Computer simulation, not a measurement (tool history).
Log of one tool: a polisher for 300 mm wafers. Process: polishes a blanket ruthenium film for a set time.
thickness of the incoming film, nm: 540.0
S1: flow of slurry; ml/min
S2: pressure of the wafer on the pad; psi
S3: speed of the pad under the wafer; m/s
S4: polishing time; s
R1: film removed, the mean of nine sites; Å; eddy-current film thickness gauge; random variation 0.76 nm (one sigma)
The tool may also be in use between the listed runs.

Run 1, hour 0: S1 290 ml/min, S2 2 psi, S3 0.76 m/s, S4 68 s. Result: R1 490.91 Å.
Run 2, hour 0.9: S1 290 ml/min, S2 2 psi, S3 0.86 m/s, S4 68 s. Result: R1 534.11 Å.
Run 3, hour 3.8: S1 240 ml/min, S2 2 psi, S3 0.86 m/s, S4 68 s. Result: R1 532.24 Å.
Run 4, hour 7: S1 240 ml/min, S2 2.1 psi, S3 0.86 m/s, S4 68 s. Result: R1 562.94 Å.
Run 5, hour 12.7: S1 240 ml/min, S2 1.8 psi, S3 0.86 m/s, S4 68 s. Result: R1 490.45 Å.
Run 6, hour 19.2: S1 240 ml/min, S2 1.8 psi, S3 0.86 m/s, S4 71 s. Result: R1 508.19 Å.
Run 7, hour 27.7: S1 240 ml/min, S2 2 psi, S3 0.86 m/s, S4 71 s. Result: R1 558.62 Å.
Run 8, hour 35.6: S1 240 ml/min, S2 2.1 psi, S3 0.86 m/s, S4 71 s. Result: R1 579.49 Å.
Run 9, hour 41.6: S1 240 ml/min, S2 2.2 psi, S3 0.86 m/s, S4 71 s. Result: R1 604.88 Å.

Forecast run 10:
At hour 42.4: slurry nozzle cleaned.
Run 10, hour 42.4: S1 240 ml/min, S2 2.3 psi, S3 0.86 m/s, S4 71 s. Result: R1 ?.

R1: 652.35 Å
